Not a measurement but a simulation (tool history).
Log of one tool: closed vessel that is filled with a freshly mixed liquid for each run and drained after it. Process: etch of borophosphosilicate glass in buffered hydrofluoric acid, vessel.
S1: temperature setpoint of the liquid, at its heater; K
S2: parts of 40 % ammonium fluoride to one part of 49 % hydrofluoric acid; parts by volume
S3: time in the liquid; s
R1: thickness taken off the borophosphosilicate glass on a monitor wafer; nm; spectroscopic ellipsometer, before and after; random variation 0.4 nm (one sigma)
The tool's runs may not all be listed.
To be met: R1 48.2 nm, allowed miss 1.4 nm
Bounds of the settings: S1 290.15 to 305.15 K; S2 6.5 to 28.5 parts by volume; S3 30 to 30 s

run,hour,S1,S2,S3,R1
1,0,297.15,17.5,30,57.366
2,2.1,297.15,22.5,30,46.394
3,10.9,297.15,26,30,42.047
4,12.6,297.15,26,30,42.316
5,15,297.15,26,30,42.026
6,23.2,298.15,26,30,44.732
7,32.2,298.65,26,30,45.115
8,39,298.65,26,30,45.578

Which of these 4 next moves meets every target?
A,45.8,299.15,25,30,?
B,45.8,297.65,26,30,?
C,45.8,298.15,25.5,30,?
D,45.8,298.65,26.5,30,?

move,R1
A,47.358
B,42.507
C,44.264
D,44.285
A: meets every target
B: further off than the last run
C: further off than the last run
D: further off than the last run
Move A is the one to make.
